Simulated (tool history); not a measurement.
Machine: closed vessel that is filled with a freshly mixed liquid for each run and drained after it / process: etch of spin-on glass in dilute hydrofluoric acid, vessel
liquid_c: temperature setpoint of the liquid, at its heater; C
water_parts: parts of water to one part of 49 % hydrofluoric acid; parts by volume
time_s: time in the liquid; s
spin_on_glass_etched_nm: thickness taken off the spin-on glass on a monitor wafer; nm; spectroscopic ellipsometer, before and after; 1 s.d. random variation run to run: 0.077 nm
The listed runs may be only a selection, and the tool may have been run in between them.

run,hour,liquid_c,water_parts,time_s,spin_on_glass_etched_nm
1,0.0,21.0,125,35,5.6924
2,6.7,18.5,125,35,5.2071
3,7.6,19.5,120,35,5.7116
4,13.9,19.5,120,30,4.9381
5,15.1,20.5,115,30,5.3659
6,21.0,20.5,115,30,5.3103
7,22.2,21.5,105,30,6.1087
8,23.6,22.5,100,30,6.6611

Run 9 is up next; what results do you expect?
9,24.9,23.5,95,30,?

spin_on_glass_etched_nm: 7.4690 nm

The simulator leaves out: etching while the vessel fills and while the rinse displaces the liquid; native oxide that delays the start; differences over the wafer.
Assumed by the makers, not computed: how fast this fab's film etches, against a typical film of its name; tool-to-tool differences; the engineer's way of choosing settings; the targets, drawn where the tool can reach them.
